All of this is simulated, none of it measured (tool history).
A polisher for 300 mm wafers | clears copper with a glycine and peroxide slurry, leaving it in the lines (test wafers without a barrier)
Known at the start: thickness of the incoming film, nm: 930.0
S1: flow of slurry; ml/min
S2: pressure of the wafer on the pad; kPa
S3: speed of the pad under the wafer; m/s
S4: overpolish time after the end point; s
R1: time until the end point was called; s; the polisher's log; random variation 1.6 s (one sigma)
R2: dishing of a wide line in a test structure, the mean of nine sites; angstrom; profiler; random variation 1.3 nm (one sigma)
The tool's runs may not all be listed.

run 1 hour=0 | S1=280 S2=20 S3=1.2 S4=23 | R1=123.49 R2=582.28
run 2 hour=6.8 | S1=280 S2=20 S3=1.2 S4=27 | R1=120.5 R2=607.17
run 3 hour=9.7 | S1=280 S2=20 S3=1.04 S4=27 | R1=141.61 R2=595.13
run 4 hour=10.9 | S1=315 S2=20 S3=1.04 S4=27 | R1=138.17 R2=583.02
run 5 hour=15.4 | S1=315 S2=20 S3=1.04 S4=22 | R1=139.89 R2=542.35
run 6 hour=17.8 | S1=315 S2=20 S3=1.32 S4=22 | R1=113.21 R2=606.29

Forecast run 7:
run 7 hour=20.2 | S1=315 S2=22.1 S3=1.34 S4=20 | R1=? R2=?

R1: 100.77 s
R2: 598.42 angstrom
